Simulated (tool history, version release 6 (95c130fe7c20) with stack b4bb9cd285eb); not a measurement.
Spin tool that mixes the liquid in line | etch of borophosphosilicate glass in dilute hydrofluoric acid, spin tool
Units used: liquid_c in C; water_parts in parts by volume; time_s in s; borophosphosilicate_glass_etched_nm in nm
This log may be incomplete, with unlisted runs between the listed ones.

run  hour  liquid_c  water_parts  time_s  borophosphosilicate_glass_etched_nm
  1   0.0      23.0          125      90                               30.002
  2   9.0      24.0          115      90                               33.816
  3  14.6      24.0           80      90                               51.273
  4  18.8      24.5           75      90                               55.306
  5  24.2      24.5           75      90                               55.740
     24.8  -- hydrofluoric acid flow meter replaced
  6  24.8      24.5          115      90                               32.032
  7  25.5      24.0          105      90                               34.614
  8  31.6      24.0           95      90                               39.422
  9  34.4      24.5           90      90                               42.896
 10  36.0      24.0           85      90                               44.417
 11  42.6      24.5           80      90                               48.850
 12  47.7      24.5           75      90                               51.942
 13  48.5      25.0           70      90                               57.119
 14  56.8      25.5           65      90                               63.048
 15  59.4      26.0           65      90                               63.884

Predict the results of run 16:
 16  66.2      26.5           65      90                                    ?

{"run 16": {"borophosphosilicate_glass_etched_nm": 65.907}}
